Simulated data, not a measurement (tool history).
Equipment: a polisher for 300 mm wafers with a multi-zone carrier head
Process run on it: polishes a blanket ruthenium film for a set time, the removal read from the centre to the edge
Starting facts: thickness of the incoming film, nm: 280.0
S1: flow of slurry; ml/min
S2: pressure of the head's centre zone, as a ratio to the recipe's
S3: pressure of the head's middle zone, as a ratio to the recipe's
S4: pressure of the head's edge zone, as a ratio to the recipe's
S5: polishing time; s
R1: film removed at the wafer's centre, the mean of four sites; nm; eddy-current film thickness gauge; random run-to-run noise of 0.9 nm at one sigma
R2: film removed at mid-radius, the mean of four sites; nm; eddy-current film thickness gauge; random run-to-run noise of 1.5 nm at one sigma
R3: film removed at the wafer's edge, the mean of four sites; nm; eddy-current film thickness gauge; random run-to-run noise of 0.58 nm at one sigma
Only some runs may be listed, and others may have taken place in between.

run,day,S1,S2,S3,S4,S5,R1,R2,R3
1,0,135,1,1,1,64,83.229,83.198,88.673
2,0.271,135,1,1,0.97,64,82.59,85.306,87.993
3,0.617,140,0.99,1.02,0.97,64,82.836,86.285,88.839
4,0.667,140,1.03,1.02,0.97,64,86.44,87.314,87.618
5,1.042,125,1.03,1.02,0.97,64,81.805,83.363,86.791
6,1.162,125,1.03,0.98,0.97,64,81.933,80.618,86.625
7,1.442,130,1.01,1,0.97,64,84.071,84.142,87.231
8,1.638,135,1,1.02,0.97,64,84.234,86.628,87.306
9,1.683,135,0.98,1.04,0.98,64,80.421,88.549,88.09
10,2.054,170,0.97,1.14,0.99,66,87.648,102.51,93.952
11,2.117,170,0.96,1.15,0.99,66,87.345,102.29,94.715

Run 12 is up next; what results do you expect?
12,2.492,170,0.95,1.15,0.98,66,?,?,?

{"run 12": {"R1": 86.511, "R2": 103.5, "R3": 94.023}}

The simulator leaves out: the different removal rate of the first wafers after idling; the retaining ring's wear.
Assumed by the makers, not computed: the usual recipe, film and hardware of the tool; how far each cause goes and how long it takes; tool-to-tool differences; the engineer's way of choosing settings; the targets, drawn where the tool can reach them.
